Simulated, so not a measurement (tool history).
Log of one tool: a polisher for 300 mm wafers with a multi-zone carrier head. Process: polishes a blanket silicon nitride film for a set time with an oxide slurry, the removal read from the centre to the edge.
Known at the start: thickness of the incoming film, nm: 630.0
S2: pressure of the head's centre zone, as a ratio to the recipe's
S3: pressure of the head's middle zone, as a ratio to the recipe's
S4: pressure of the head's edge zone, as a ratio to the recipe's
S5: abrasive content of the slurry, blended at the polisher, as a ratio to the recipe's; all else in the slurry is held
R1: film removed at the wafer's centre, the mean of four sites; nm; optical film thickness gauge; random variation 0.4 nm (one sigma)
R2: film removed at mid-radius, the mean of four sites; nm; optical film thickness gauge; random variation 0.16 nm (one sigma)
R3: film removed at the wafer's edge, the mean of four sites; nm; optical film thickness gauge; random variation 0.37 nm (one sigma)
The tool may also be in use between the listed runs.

{"run": 1, "hour": 0.0, "flow of slurry (ml/min)": 195, "S2": 1.0, "S3": 1.0, "S4": 1.0, "S5": 1.0, "polishing time (s)": 78, "R1": 26.935, "R2": 28.175, "R3": 28.382}
{"run": 2, "hour": 1.9, "flow of slurry (ml/min)": 185, "S2": 1.04, "S3": 0.94, "S4": 0.97, "S5": 0.95, "polishing time (s)": 78, "R1": 26.992, "R2": 25.923, "R3": 27.175}
{"run": 3, "hour": 7.8, "flow of slurry (ml/min)": 185, "S2": 1.04, "S3": 0.94, "S4": 1.05, "S5": 0.95, "polishing time (s)": 78, "R1": 28.08, "R2": 25.806, "R3": 27.237}
{"run": 4, "hour": 13.6, "flow of slurry (ml/min)": 185, "S2": 1.04, "S3": 0.94, "S4": 1.05, "S5": 0.95, "polishing time (s)": 66, "R1": 23.282, "R2": 21.57, "R3": 23.601}
{"run": 5, "hour": 20.5, "flow of slurry (ml/min)": 185, "S2": 1.04, "S3": 0.94, "S4": 1.05, "S5": 0.85, "polishing time (s)": 66, "R1": 21.883, "R2": 20.779, "R3": 22.154}
{"run": 6, "hour": 22.4, "flow of slurry (ml/min)": 185, "S2": 1.04, "S3": 0.94, "S4": 1.05, "S5": 0.95, "polishing time (s)": 66, "R1": 23.658, "R2": 21.488, "R3": 23.339}

Forecast run 7:
{"run": 7, "hour": 31.0, "flow of slurry (ml/min)": 195, "S2": 1.06, "S3": 0.93, "S4": 1.06, "S5": 1.0, "polishing time (s)": 66, "R1": "?", "R2": "?", "R3": "?"}

{"run 7": {"R1": 24.314, "R2": 22.278, "R3": 24.549}}
